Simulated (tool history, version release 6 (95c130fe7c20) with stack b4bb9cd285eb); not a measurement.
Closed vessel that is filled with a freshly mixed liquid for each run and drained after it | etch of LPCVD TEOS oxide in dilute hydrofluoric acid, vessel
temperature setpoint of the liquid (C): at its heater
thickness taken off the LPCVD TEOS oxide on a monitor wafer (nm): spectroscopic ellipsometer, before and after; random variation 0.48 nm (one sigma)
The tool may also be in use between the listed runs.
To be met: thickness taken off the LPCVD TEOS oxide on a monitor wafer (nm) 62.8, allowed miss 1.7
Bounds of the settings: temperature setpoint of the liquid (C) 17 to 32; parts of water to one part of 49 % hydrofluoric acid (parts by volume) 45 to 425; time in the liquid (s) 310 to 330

run	day	temperature setpoint of the liquid (C)	parts of water to one part of 49 % hydrofluoric acid (parts by volume)	time in the liquid (s)	thickness taken off the LPCVD TEOS oxide on a monitor wafer (nm)
1	0	24	235	310	42.338
2	0.138	22.5	235	310	40.443
3	0.404	22.5	235	330	43.513
4	0.754	22.5	235	330	43.182
5	0.796	22.5	235	330	43.002
6	1.062	22.5	235	330	42.812
7	1.333	25	235	330	47.079
8	1.621	27	230	330	51.273
# day 1.929: hydrofluoric acid flow meter replaced
9	1.929	28.5	225	330	60.989

4 next moves are on the table. One of them brings every result within its allowed miss. Which?
A	2.238	27.5	225	325	?
B	2.238	28	215	310	?
C	2.238	25	210	330	?
D	2.238	28	215	330	?

move	thickness taken off the LPCVD TEOS oxide on a monitor wafer (nm)
A	57.841
B	59.43
C	58.53
D	63.265
A: further off than the last run
B: further off than the last run
C: further off than the last run
D: meets every target
The right move is D.
